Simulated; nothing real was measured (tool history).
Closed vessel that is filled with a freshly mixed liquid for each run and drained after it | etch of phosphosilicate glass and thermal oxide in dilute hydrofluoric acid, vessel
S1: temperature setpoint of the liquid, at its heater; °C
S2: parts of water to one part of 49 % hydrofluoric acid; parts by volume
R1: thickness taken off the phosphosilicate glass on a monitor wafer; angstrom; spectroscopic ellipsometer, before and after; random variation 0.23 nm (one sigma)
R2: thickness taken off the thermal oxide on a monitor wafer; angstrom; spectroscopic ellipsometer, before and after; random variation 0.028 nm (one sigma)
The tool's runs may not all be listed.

run 1 hour=0 | S1=22 S2=220 time_in_the_liquid_(s)=105 | R1=298.11 R2=17.172
run 2 hour=6.9 | S1=22 S2=220 time_in_the_liquid_(s)=145 | R1=417.52 R2=23.592
run 3 hour=15.4 | S1=22 S2=180 time_in_the_liquid_(s)=145 | R1=528.05 R2=29.659
run 4 hour=22.6 | S1=20.5 S2=195 time_in_the_liquid_(s)=145 | R1=447.34 R2=25.094
run 5 hour=30.5 | S1=20.5 S2=270 time_in_the_liquid_(s)=145 | R1=303.66 R2=17.36
run 6 hour=37.7 | S1=20.5 S2=270 time_in_the_liquid_(s)=120 | R1=253.84 R2=14.43
run 7 hour=45.5 | S1=23 S2=265 time_in_the_liquid_(s)=120 | R1=284.31 R2=15.609
run 8 hour=49.2 | S1=23.5 S2=255 time_in_the_liquid_(s)=120 | R1=301.1 R2=17.286

Forecast run 9:
run 9 hour=52.3 | S1=24 S2=255 time_in_the_liquid_(s)=120 | R1=? R2=?

Run 9 gave R1 308.3 angstrom, R2 17.101 angstrom.
